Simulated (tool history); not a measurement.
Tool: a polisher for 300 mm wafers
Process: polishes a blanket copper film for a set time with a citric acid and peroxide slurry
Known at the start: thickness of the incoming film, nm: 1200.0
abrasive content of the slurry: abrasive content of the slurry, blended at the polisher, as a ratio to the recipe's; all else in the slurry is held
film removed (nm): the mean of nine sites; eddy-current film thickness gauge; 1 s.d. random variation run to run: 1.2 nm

run  hour  flow of slurry (ml/min)  pressure of the wafer on the pad (kPa)  speed of the pad under the wafer (m/s)  abrasive content of the slurry  polishing time (s)  film removed (nm)
  1     0                      220                                    26.9                                    1.08                               1                  41             124.34
  2   6.7                      270                                    26.9                                    1.08                               1                  41             132.87
  3  11.6                      270                                    26.9                                    1.08                               1                  41             133.75
  4  19.9                      260                                    24.8                                    1.08                               1                  41             125.31
     27.6  -- slurry nozzle cleaned
  5  27.6                      260                                    20.7                                    1.08                               1                  41             115.74
  6  32.9                      260                                    23.4                                    1.08                               1                  41             122.07
  7  35.6                      250                                    20.7                                    1.06                               1                  41             112.77
  8  39.3                      245                                    18.6                                    1.04                               1                  41             104.06

The next listed run, before its measurement:
  9  45.7                      240                                    17.2                                    1.04                               1                  41                  ?

{"run 9": {"film removed (nm)": 97.09}}
